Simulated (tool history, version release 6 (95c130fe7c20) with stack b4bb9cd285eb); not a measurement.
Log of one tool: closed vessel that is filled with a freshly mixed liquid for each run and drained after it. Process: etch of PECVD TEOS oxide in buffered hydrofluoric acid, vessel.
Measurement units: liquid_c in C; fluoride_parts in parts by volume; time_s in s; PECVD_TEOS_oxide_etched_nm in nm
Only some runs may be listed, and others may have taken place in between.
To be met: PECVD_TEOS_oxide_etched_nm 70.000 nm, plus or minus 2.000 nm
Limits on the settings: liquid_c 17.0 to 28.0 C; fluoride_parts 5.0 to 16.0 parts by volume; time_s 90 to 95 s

{"run": 1, "hour": 0.0, "liquid_c": 20.0, "fluoride_parts": 9.5, "time_s": 90, "PECVD_TEOS_oxide_etched_nm": 93.499}
{"run": 2, "hour": 6.7, "liquid_c": 19.5, "fluoride_parts": 9.5, "time_s": 90, "PECVD_TEOS_oxide_etched_nm": 90.711}
{"run": 3, "hour": 8.7, "liquid_c": 19.0, "fluoride_parts": 9.5, "time_s": 90, "PECVD_TEOS_oxide_etched_nm": 88.01}
{"run": 4, "hour": 12.9, "liquid_c": 19.0, "fluoride_parts": 8.0, "time_s": 90, "PECVD_TEOS_oxide_etched_nm": 104.08}
{"run": 5, "hour": 17.3, "liquid_c": 19.0, "fluoride_parts": 8.0, "time_s": 95, "PECVD_TEOS_oxide_etched_nm": 110.39}
{"run": 6, "hour": 26.3, "liquid_c": 19.0, "fluoride_parts": 5.5, "time_s": 95, "PECVD_TEOS_oxide_etched_nm": 156.05}
{"run": 7, "hour": 31.1, "liquid_c": 18.5, "fluoride_parts": 6.5, "time_s": 95, "PECVD_TEOS_oxide_etched_nm": 131.56}
{"hour": 38.1, "done": "thermometer replaced"}
{"run": 8, "hour": 38.1, "liquid_c": 18.5, "fluoride_parts": 6.5, "time_s": 95, "PECVD_TEOS_oxide_etched_nm": 139.6}
{"run": 9, "hour": 41.9, "liquid_c": 18.5, "fluoride_parts": 7.0, "time_s": 95, "PECVD_TEOS_oxide_etched_nm": 130.06}
{"run": 10, "hour": 44.5, "liquid_c": 18.5, "fluoride_parts": 7.5, "time_s": 95, "PECVD_TEOS_oxide_etched_nm": 120.81}
{"run": 11, "hour": 53.0, "liquid_c": 18.5, "fluoride_parts": 8.0, "time_s": 95, "PECVD_TEOS_oxide_etched_nm": 112.86}
{"run": 12, "hour": 58.9, "liquid_c": 17.0, "fluoride_parts": 11.0, "time_s": 95, "PECVD_TEOS_oxide_etched_nm": 77.637}
{"run": 13, "hour": 66.3, "liquid_c": 17.0, "fluoride_parts": 11.5, "time_s": 95, "PECVD_TEOS_oxide_etched_nm": 74.176}

Which one of the following 4 next-run settings gets every result inside its allowed miss? There is exactly one.
{"run": "A", "hour": 73.7, "liquid_c": 17.0, "fluoride_parts": 11.5, "time_s": 90, "PECVD_TEOS_oxide_etched_nm": "?"}
{"run": "B", "hour": 73.7, "liquid_c": 19.5, "fluoride_parts": 12.5, "time_s": 90, "PECVD_TEOS_oxide_etched_nm": "?"}
{"run": "C", "hour": 73.7, "liquid_c": 18.5, "fluoride_parts": 12.5, "time_s": 95, "PECVD_TEOS_oxide_etched_nm": "?"}
{"run": "D", "hour": 73.7, "liquid_c": 17.0, "fluoride_parts": 10.5, "time_s": 90, "PECVD_TEOS_oxide_etched_nm": "?"}

move=A PECVD_TEOS_oxide_etched_nm=70.664
move=B PECVD_TEOS_oxide_etched_nm=75.042
move=C PECVD_TEOS_oxide_etched_nm=74.867
move=D PECVD_TEOS_oxide_etched_nm=77.227
A: every result lands within tolerance
B: moves away from the targets compared with the last run
C: moves away from the targets compared with the last run
D: moves away from the targets compared with the last run
A meets every target.

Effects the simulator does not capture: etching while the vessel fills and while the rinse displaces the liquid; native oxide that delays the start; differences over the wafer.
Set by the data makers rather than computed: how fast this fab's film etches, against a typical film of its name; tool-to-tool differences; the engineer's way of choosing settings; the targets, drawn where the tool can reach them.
